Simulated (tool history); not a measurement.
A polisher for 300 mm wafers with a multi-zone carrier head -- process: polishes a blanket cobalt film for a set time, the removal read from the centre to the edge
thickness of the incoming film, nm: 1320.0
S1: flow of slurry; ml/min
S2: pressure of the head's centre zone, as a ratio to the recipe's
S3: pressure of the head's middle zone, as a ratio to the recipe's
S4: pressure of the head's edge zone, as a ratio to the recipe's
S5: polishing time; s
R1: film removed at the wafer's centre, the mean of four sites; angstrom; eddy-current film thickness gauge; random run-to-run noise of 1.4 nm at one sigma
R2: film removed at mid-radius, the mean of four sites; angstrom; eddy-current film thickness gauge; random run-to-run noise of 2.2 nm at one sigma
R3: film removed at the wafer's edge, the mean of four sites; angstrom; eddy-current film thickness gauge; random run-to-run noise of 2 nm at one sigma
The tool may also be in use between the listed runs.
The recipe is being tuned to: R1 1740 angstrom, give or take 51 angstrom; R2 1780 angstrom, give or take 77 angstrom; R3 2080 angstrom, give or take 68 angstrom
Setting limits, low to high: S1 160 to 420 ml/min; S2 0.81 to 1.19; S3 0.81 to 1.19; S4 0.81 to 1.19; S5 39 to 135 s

{"run": 1, "day": 0.0, "S1": 270, "S2": 1, "S3": 1, "S4": 1, "S5": 87, "R1": 2852.1, "R2": 2862.6, "R3": 2815}
{"run": 2, "day": 0.346, "S1": 270, "S2": 1, "S3": 1, "S4": 1, "S5": 107, "R1": 3490.5, "R2": 3501.1, "R3": 3433.2}
{"run": 3, "day": 0.525, "S1": 255, "S2": 0.95, "S3": 0.95, "S4": 1, "S5": 92, "R1": 2795.2, "R2": 2881.8, "R3": 2954.8}
{"run": 4, "day": 0.788, "S1": 245, "S2": 0.93, "S3": 0.91, "S4": 1, "S5": 81, "R1": 2420.6, "R2": 2441.7, "R3": 2617.7}
{"run": 5, "day": 1.096, "S1": 235, "S2": 0.9, "S3": 0.88, "S4": 0.99, "S5": 75, "R1": 2167.1, "R2": 2204.6, "R3": 2367.7}
{"run": 6, "day": 1.308, "S1": 225, "S2": 0.88, "S3": 0.86, "S4": 1, "S5": 71, "R1": 1993.9, "R2": 2015.5, "R3": 2241.9}
{"run": 7, "day": 1.671, "S1": 215, "S2": 0.86, "S3": 0.84, "S4": 1, "S5": 70, "R1": 1907, "R2": 1975.8, "R3": 2226}
{"run": 8, "day": 1.888, "S1": 210, "S2": 0.86, "S3": 0.83, "S4": 1, "S5": 68, "R1": 1855.1, "R2": 1888.2, "R3": 2140.5}
{"run": 9, "day": 2.104, "S1": 200, "S2": 0.85, "S3": 0.82, "S4": 1.01, "S5": 67, "R1": 1776.5, "R2": 1815.6, "R3": 2129.2}

Exactly one of the 5 candidate moves below puts every result within its allowed miss. Which one?
{"run": "A", "day": 2.321, "S1": 240, "S2": 0.85, "S3": 0.82, "S4": 1.04, "S5": 64, "R1": "?", "R2": "?", "R3": "?"}
{"run": "B", "day": 2.321, "S1": 235, "S2": 0.9, "S3": 0.81, "S4": 1.02, "S5": 65, "R1": "?", "R2": "?", "R3": "?"}
{"run": "C", "day": 2.321, "S1": 160, "S2": 0.83, "S3": 0.81, "S4": 1.12, "S5": 68, "R1": "?", "R2": "?", "R3": "?"}
{"run": "D", "day": 2.321, "S1": 225, "S2": 0.82, "S3": 0.94, "S4": 0.97, "S5": 65, "R1": "?", "R2": "?", "R3": "?"}
{"run": "E", "day": 2.321, "S1": 190, "S2": 0.92, "S3": 0.82, "S4": 0.98, "S5": 66, "R1": "?", "R2": "?", "R3": "?"}

move=A R1=1708 R2=1762.6 R3=2057.5
move=B R1=1833.6 R2=1770 R3=2067.2
move=C R1=1694 R2=1782.9 R3=2202.8
move=D R1=1663.2 R2=1974.6 R3=2008.5
move=E R1=1861 R2=1777.3 R3=2027.7
A: every result lands within tolerance
B: corrects the largest miss of the last run, while another result sits out of spec
C: the biggest miss grows against the last run
D: the result that was furthest off in the last run now lies on the other side of its target
E: corrects the largest miss of the last run, while another result sits out of spec
A is the move that brings every result within its allowed miss.

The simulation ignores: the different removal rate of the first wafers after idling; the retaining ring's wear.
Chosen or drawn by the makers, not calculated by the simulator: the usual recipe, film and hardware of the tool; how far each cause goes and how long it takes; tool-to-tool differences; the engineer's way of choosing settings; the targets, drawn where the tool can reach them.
